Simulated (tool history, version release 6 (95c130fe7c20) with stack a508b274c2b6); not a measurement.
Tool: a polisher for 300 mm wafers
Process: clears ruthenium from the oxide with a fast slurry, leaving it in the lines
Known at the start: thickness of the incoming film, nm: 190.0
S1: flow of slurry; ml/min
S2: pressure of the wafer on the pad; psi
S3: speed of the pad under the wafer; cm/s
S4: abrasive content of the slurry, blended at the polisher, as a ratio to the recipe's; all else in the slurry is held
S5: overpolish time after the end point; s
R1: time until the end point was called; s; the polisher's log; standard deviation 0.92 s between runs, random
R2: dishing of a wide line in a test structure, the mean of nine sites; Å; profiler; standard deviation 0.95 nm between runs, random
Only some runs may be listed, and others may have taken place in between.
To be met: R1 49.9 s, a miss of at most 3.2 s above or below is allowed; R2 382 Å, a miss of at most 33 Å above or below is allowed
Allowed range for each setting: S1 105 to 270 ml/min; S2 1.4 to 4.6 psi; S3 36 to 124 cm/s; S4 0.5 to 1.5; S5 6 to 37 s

Run 1, hour 0: S1 175 ml/min, S2 3 psi, S3 80 cm/s, S4 1, S5 19 s. Result: R1 64.901 s, R2 358.56 Å.
Run 2, hour 8.7: S1 175 ml/min, S2 3 psi, S3 80 cm/s, S4 1, S5 26 s. Result: R1 68.332 s, R2 458.69 Å.
Run 3, hour 9.6: S1 175 ml/min, S2 3 psi, S3 60 cm/s, S4 1, S5 26 s. Result: R1 88.907 s, R2 353.88 Å.
Run 4, hour 11.8: S1 175 ml/min, S2 3 psi, S3 60 cm/s, S4 1, S5 31 s. Result: R1 88.907 s, R2 411 Å.
Run 5, hour 13.2: S1 175 ml/min, S2 3.4 psi, S3 60 cm/s, S4 1, S5 27 s. Result: R1 80.386 s, R2 404.11 Å.
Run 6, hour 17.3: S1 175 ml/min, S2 3.7 psi, S3 62 cm/s, S4 1, S5 23 s. Result: R1 73.087 s, R2 389.05 Å.
Run 7, hour 26.2: S1 175 ml/min, S2 3.9 psi, S3 64 cm/s, S4 1, S5 20 s. Result: R1 70.083 s, R2 366.06 Å.
Run 8, hour 26.8: S1 175 ml/min, S2 4.1 psi, S3 68 cm/s, S4 1, S5 18 s. Result: R1 60.001 s, R2 368.81 Å.
Run 9, hour 35.4: S1 175 ml/min, S2 4.6 psi, S3 70 cm/s, S4 1, S5 16 s. Result: R1 53.426 s, R2 373.67 Å.
Run 10, hour 44: S1 175 ml/min, S2 4.6 psi, S3 72 cm/s, S4 1, S5 16 s. Result: R1 51.133 s, R2 373.09 Å.

Exercise: of the 4 proposed moves below, exactly one satisfies all targets within the stated allowed misses. Which move is it?
Run A, hour 52.6: S1 160 ml/min, S2 4.4 psi, S3 80 cm/s, S4 1.05, S5 20 s. Result: R1 ?, R2 ?.
Run B, hour 52.6: S1 205 ml/min, S2 3.8 psi, S3 84 cm/s, S4 1.1, S5 16 s. Result: R1 ?, R2 ?.
Run C, hour 52.6: S1 140 ml/min, S2 4.4 psi, S3 74 cm/s, S4 1, S5 17 s. Result: R1 ?, R2 ?.
Run D, hour 52.6: S1 200 ml/min, S2 4.6 psi, S3 68 cm/s, S4 0.95, S5 21 s. Result: R1 ?, R2 ?.

move      R1      R2
   A  49.348  476.04
   B  50.173  402.23
   C   55.43  390.81
   D  55.771  452.78
A: brings the last run's worst result on target, with another outside its allowed miss
B: every result within its allowed miss
C: moves away from the targets compared with the last run
D: moves away from the targets compared with the last run
B meets every target.

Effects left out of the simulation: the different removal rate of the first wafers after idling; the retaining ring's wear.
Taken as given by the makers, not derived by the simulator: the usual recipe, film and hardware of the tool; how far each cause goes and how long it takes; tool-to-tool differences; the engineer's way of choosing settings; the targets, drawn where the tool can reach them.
